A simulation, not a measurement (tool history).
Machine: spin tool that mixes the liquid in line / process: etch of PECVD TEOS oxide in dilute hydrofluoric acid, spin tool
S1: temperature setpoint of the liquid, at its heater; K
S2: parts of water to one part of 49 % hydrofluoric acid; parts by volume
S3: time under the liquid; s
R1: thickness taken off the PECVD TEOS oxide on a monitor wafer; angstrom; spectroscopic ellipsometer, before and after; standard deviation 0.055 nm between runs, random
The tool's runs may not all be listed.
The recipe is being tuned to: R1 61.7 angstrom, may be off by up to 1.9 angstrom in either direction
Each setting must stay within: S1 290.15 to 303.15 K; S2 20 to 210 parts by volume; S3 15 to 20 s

run,hour,S1,S2,S3,R1
1,0,295.15,115,20,33.883
2,8.5,297.15,115,20,37.316
3,14.3,298.15,110,20,40.597
4,15.9,300.15,110,20,43.929
5,20.5,300.15,110,20,43.808
6,23.6,300.15,110,20,43.693
7,30.9,300.65,105,20,46.53
8,38.4,300.65,105,20,46.406
# hour 44.3: thermometer replaced
9,44.3,301.15,100,20,51.725
10,49.2,301.65,100,20,53.618
11,57.8,302.65,95,20,59.033

Which one of the following 4 next-run settings gets every result inside its allowed miss? There is exactly one.
A,66.4,300.15,95,20,?
B,66.4,303.15,100,20,?
C,66.4,302.65,75,15,?
D,66.4,302.65,70,15,?

move,R1
A,53.454
B,56.541
C,57.503
D,62.062
A: moves away from the targets compared with the last run
B: moves away from the targets compared with the last run
C: moves away from the targets compared with the last run
D: all results in spec
So the answer is move D, the one that meets all the targets.
